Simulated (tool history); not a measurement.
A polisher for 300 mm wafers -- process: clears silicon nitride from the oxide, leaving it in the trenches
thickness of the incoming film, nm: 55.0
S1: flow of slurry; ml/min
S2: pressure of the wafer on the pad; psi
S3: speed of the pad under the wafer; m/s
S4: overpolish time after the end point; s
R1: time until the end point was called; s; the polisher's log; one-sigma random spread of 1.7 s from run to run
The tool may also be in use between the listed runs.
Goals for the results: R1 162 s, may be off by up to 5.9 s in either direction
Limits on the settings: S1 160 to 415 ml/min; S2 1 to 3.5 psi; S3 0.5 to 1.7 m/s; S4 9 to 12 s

run    day   S1   S2    S3  S4      R1
  1      0  265  2.2   1.1  12  69.734
  2  0.292  265  1.9  1.02  12   84.47
  3  0.496  265  1.7  0.96  12  101.55
  4  0.808  265  1.5  0.94  12  113.94
  5  1.179  265  1.8  0.94  12  98.704
  6  1.388  265  1.8  0.94   9  98.525
  7  1.592  265  1.6  0.92   9  110.78
  8  1.846  260    1   0.8   9  187.91
  9  1.925  265    1   0.8   9  192.94
 10  1.967  265  1.4  0.82   9  139.11
 11  2.188  260  1.4  0.82   9  138.52
 12  2.483  260  1.3  0.82   9  147.88

Pick the move, out of 5, that brings all results within their allowed miss; only one does.
  A  2.779  320  1.7  0.74   9   ?
  B  2.779  260  1.5  0.72   9   ?
  C  2.779  315    1  1.08  12   ?
  D  2.779  290  1.4  0.82  12   ?
  E  2.779  230  1.1  0.86   9   ?

move      R1
   A  127.18
   B  147.62
   C  139.49
   D   137.5
   E  163.66
A: misses by more than the last run did
B: about the same distance from the targets as the last run
C: misses by more than the last run did
D: misses by more than the last run did
E: every result within its allowed miss
The move that meets every target is E.
